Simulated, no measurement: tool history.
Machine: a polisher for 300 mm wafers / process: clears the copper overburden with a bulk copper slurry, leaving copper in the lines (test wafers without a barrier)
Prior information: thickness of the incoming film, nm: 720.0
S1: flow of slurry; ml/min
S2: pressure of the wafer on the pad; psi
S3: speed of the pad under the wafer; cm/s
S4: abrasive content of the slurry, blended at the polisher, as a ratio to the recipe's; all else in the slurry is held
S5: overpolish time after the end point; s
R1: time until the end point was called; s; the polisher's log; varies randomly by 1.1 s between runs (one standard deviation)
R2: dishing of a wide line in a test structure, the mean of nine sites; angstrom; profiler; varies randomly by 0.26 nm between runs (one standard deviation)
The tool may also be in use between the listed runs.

run 1 hour=0 | S1=145 S2=2 S3=132 S4=1 S5=16 | R1=79.855 R2=216.73
run 2 hour=5.4 | S1=145 S2=2.2 S3=134 S4=1 S5=17 | R1=73.054 R2=225.94
run 3 hour=10.6 | S1=145 S2=2.3 S3=140 S4=1 S5=14 | R1=67.846 R2=225.74
run 4 hour=13.1 | S1=145 S2=2.3 S3=140 S4=1 S5=19 | R1=68.538 R2=228.42
run 5 hour=18 | S1=150 S2=2.3 S3=148 S4=1 S5=17 | R1=64.976 R2=223.34
run 6 hour=24.5 | S1=150 S2=2.3 S3=148 S4=1.2 S5=17 | R1=62.362 R2=230.16
run 7 hour=26.8 | S1=150 S2=2.3 S3=154 S4=1.15 S5=16 | R1=60.91 R2=225.68

The next listed run, before its measurement:
run 8 hour=28.5 | S1=150 S2=2.4 S3=156 S4=1.15 S5=16 | R1=? R2=?

R1: 60.613 s
R2: 227.86 angstrom

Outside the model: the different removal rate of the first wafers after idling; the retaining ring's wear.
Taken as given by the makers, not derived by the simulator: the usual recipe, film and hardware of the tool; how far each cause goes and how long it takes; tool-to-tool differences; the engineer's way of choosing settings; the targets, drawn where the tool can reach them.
